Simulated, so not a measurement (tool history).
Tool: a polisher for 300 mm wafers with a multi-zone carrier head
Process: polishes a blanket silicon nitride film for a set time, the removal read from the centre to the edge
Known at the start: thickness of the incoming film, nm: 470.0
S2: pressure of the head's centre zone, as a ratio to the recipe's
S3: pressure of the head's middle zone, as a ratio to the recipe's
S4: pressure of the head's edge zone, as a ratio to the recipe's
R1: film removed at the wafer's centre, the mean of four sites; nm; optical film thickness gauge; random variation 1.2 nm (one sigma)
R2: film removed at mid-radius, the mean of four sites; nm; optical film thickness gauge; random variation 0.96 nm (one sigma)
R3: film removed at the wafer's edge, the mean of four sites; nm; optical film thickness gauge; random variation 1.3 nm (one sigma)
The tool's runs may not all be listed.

run 1 day=0.000 | flow_of_slurry_(ml/min)=140 S2=1.00 S3=1.00 S4=1.00 polishing_time_(s)=77 | R1=89.316 R2=88.793 R3=84.639
run 2 day=0.242 | flow_of_slurry_(ml/min)=140 S2=1.00 S3=1.00 S4=1.08 polishing_time_(s)=77 | R1=87.558 R2=86.887 R3=88.152
run 3 day=0.333 | flow_of_slurry_(ml/min)=150 S2=0.99 S3=1.02 S4=1.11 polishing_time_(s)=81 | R1=95.187 R2=95.321 R3=95.152
run 4 day=0.579 | flow_of_slurry_(ml/min)=160 S2=0.97 S3=1.02 S4=1.13 polishing_time_(s)=84 | R1=96.991 R2=98.694 R3=100.100
run 5 day=0.829 | flow_of_slurry_(ml/min)=160 S2=0.97 S3=0.95 S4=1.13 polishing_time_(s)=84 | R1=96.714 R2=92.450 R3=100.320
run 6 day=1.138 | flow_of_slurry_(ml/min)=165 S2=0.96 S3=0.98 S4=1.15 polishing_time_(s)=87 | R1=98.687 R2=100.520 R3=104.540
run 7 day=1.304 | flow_of_slurry_(ml/min)=170 S2=0.96 S3=0.98 S4=1.16 polishing_time_(s)=89 | R1=99.983 R2=102.510 R3=110.250
run 8 day=1.508 | flow_of_slurry_(ml/min)=180 S2=0.97 S3=1.00 S4=1.16 polishing_time_(s)=89 | R1=103.860 R2=107.520 R3=110.780

Forecast run 9:
run 9 day=1.629 | flow_of_slurry_(ml/min)=185 S2=0.97 S3=1.00 S4=1.17 polishing_time_(s)=89 | R1=? R2=? R3=?

{"run 9": {"R1": 103.24, "R2": 106.45, "R3": 111.11}}
